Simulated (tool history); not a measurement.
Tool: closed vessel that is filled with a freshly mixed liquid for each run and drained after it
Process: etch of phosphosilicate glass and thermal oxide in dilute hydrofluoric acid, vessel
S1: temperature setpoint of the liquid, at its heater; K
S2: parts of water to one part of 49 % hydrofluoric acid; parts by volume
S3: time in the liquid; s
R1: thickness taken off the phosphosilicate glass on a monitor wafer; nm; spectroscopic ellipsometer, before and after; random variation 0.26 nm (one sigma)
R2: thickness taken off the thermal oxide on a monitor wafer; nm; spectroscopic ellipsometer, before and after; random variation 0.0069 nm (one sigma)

run 1 hour=0.0 | S1=297.15 S2=85 S3=60 | R1=125.520 R2=3.1771
run 2 hour=6.8 | S1=295.65 S2=100 S3=60 | R1=98.738 R2=2.4905
run 3 hour=13.9 | S1=295.65 S2=120 S3=60 | R1=79.667 R2=2.0243
run 4 hour=20.3 | S1=295.65 S2=100 S3=60 | R1=98.067 R2=2.4991
run 5 hour=24.4 | S1=294.15 S2=110 S3=60 | R1=83.144 R2=2.0948
run 6 hour=30.1 | S1=296.15 S2=110 S3=60 | R1=90.456 R2=2.2654
run 7 hour=31.0 | S1=294.65 S2=120 S3=60 | R1=76.772 R2=1.9607
run 8 hour=38.4 | S1=293.65 S2=125 S3=60 | R1=70.495 R2=1.7820
run 9 hour=42.4 | S1=290.15 S2=150 S3=55 | R1=45.465 R2=1.1605
run 10 hour=48.0 | S1=290.65 S2=150 S3=55 | R1=46.579 R2=1.1766
run 11 hour=51.5 | S1=290.15 S2=150 S3=55 | R1=45.794 R2=1.1441

Forecast run 12:
run 12 hour=58.7 | S1=290.15 S2=150 S3=55 | R1=? R2=?

R1: 45.758 nm
R2: 1.1549 nm
